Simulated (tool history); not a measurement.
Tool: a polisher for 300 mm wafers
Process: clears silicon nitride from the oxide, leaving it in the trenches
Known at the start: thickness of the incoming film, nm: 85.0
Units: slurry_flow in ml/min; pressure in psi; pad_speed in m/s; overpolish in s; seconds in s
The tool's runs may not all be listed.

run	hour	slurry_flow	pressure	pad_speed	overpolish	seconds
1	0	305	3	1.02	37	110.47
2	8.8	305	3	1.02	40	108.78
3	12.8	305	3.2	1.02	40	104.03
4	18.5	305	3.4	1.02	40	100.72
5	26	305	3.4	1.02	37	99.678
6	28	305	3.6	1.02	37	96.507
7	34.2	305	3.7	1.04	37	92.869
8	39	305	3.8	1.06	37	89.058
9	45.7	305	3.9	1.06	37	86.356
10	52.6	305	4	1.06	37	84.91
11	57.6	305	4.1	1.06	37	84.725
12	65.7	305	4.2	1.08	37	79.713

Forecast run 13:
13	74.3	305	4.3	1.08	37	?

Run 13 gave seconds 79.712 s.
